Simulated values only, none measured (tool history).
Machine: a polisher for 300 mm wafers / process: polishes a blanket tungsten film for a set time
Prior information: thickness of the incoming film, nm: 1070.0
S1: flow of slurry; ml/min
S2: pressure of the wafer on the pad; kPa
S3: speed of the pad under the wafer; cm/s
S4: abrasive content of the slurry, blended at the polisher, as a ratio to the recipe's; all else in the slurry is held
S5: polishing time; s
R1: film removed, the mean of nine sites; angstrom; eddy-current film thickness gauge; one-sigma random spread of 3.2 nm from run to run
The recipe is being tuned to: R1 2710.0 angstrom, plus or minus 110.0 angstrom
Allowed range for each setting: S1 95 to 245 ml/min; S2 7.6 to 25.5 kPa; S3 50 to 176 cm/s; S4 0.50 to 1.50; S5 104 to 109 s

{"run": 1, "hour": 0.0, "S1": 155, "S2": 16.5, "S3": 112, "S4": 1.0, "S5": 104, "R1": 3727.0}
{"run": 2, "hour": 2.2, "S1": 155, "S2": 15.9, "S3": 112, "S4": 1.0, "S5": 104, "R1": 3580.8}
{"run": 3, "hour": 4.8, "S1": 155, "S2": 15.9, "S3": 112, "S4": 1.0, "S5": 109, "R1": 3765.6}
{"run": 4, "hour": 5.5, "S1": 155, "S2": 15.2, "S3": 112, "S4": 1.0, "S5": 109, "R1": 3628.2}
{"run": 5, "hour": 6.1, "S1": 155, "S2": 17.2, "S3": 112, "S4": 1.0, "S5": 109, "R1": 4114.7}
{"run": 6, "hour": 12.1, "S1": 155, "S2": 17.2, "S3": 98, "S4": 1.0, "S5": 109, "R1": 3642.4}
{"run": 7, "hour": 15.0, "S1": 155, "S2": 16.5, "S3": 98, "S4": 1.0, "S5": 109, "R1": 3498.3}
{"run": 8, "hour": 17.6, "S1": 155, "S2": 15.9, "S3": 98, "S4": 1.0, "S5": 109, "R1": 3307.1}
{"run": 9, "hour": 25.0, "S1": 150, "S2": 14.5, "S3": 98, "S4": 1.0, "S5": 109, "R1": 3057.6}

Consider the 4 candidate settings below. Which is the only one whose results all fall within their allowed miss of target?
{"run": "A", "hour": 32.4, "S1": 120, "S2": 13.8, "S3": 94, "S4": 0.9, "S5": 104, "R1": "?"}
{"run": "B", "hour": 32.4, "S1": 175, "S2": 12.4, "S3": 88, "S4": 1.15, "S5": 108, "R1": "?"}
{"run": "C", "hour": 32.4, "S1": 135, "S2": 13.8, "S3": 88, "S4": 1.15, "S5": 109, "R1": "?"}
{"run": "D", "hour": 32.4, "S1": 135, "S2": 13.8, "S3": 96, "S4": 0.8, "S5": 104, "R1": "?"}

move=A R1=2521.3
move=B R1=2511.3
move=C R1=2697.5
move=D R1=2552.2
A: carries the result that was furthest off beyond its target, to the other side
B: carries the result that was furthest off beyond its target, to the other side
C: in spec on every target
D: carries the result that was furthest off beyond its target, to the other side
The right move is C.

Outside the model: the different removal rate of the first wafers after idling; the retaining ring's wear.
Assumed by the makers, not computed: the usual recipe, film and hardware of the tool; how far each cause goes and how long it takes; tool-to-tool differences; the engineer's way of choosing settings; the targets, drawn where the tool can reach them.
